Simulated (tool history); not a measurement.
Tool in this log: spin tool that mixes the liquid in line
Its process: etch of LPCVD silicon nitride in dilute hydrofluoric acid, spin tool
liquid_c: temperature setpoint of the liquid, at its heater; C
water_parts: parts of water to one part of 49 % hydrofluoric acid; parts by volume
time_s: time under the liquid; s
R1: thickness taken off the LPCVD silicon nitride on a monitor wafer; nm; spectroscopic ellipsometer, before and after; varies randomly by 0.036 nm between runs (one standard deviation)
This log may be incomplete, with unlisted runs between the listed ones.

Run 1, hour 0.0: liquid_c 23.0 C, water_parts 55 parts by volume, time_s 85 s. Result: R1 0.89578 nm.
Run 2, hour 8.5: liquid_c 23.0 C, water_parts 40 parts by volume, time_s 85 s. Result: R1 1.20710 nm.
Run 3, hour 16.3: liquid_c 23.0 C, water_parts 40 parts by volume, time_s 85 s. Result: R1 1.20360 nm.
Run 4, hour 22.8: liquid_c 19.5 C, water_parts 40 parts by volume, time_s 85 s. Result: R1 0.94274 nm.
Run 5, hour 27.2: liquid_c 21.5 C, water_parts 40 parts by volume, time_s 85 s. Result: R1 1.07350 nm.
Run 6, hour 35.7: liquid_c 21.5 C, water_parts 55 parts by volume, time_s 85 s. Result: R1 0.79071 nm.
Run 7, hour 39.3: liquid_c 23.5 C, water_parts 50 parts by volume, time_s 85 s. Result: R1 1.00720 nm.
Run 8, hour 43.7: liquid_c 25.0 C, water_parts 50 parts by volume, time_s 85 s. Result: R1 1.10330 nm.
Run 9, hour 50.2: liquid_c 26.0 C, water_parts 50 parts by volume, time_s 85 s. Result: R1 1.21220 nm.

Expected results for the next run?
Run 10, hour 55.6: liquid_c 27.0 C, water_parts 50 parts by volume, time_s 85 s. Result: R1 ?.

{"run 10": {"R1": 1.2525}}

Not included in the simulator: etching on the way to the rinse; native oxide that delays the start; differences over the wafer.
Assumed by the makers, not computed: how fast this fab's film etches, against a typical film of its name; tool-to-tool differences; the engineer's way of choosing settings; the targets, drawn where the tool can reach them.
